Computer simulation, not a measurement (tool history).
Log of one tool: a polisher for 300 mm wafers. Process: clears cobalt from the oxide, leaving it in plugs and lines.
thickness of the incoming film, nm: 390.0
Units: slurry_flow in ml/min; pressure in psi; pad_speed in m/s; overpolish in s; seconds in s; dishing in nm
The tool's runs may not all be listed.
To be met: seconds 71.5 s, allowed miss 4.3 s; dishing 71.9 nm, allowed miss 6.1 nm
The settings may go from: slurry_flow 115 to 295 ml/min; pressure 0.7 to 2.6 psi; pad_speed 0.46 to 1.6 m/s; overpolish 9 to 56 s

run	hour	slurry_flow	pressure	pad_speed	overpolish	seconds	dishing
1	0	190	1.6	1.02	29	96.454	60.768
2	3.9	190	1.6	0.86	29	113.17	57.032
3	9.6	190	1.8	0.88	30	98.876	61.407
4	16.7	145	1.8	0.88	30	102.97	60.681
5	18.2	145	2.2	0.88	30	83.577	65.022
6	26.4	170	2.2	0.88	30	83.544	69.452
7	33.6	170	2.3	0.9	29	75.455	64.397
8	36.1	170	2.3	0.9	31	76.753	65.487
9	37.9	170	2.3	0.9	33	76.936	64.43
10	40.5	150	2.4	0.9	27	77.899	64.11

Which of these 5 next moves meets every target?
A	43.1	150	2.4	0.86	29	?	?
B	43.1	150	2.1	0.9	23	?	?
C	43.1	130	2.4	1	44	?	?
D	43.1	150	2.6	1.02	35	?	?
E	43.1	125	2.6	1.1	17	?	?

move	seconds	dishing
A	78.155	64.165
B	84.87	56.836
C	69.681	71.983
D	61.405	70.882
E	59.427	58.029
A: as far off as the last run
B: further off than the last run
C: meets every target
D: takes the result that was furthest off past its target
E: takes the result that was furthest off past its target
Answer: C
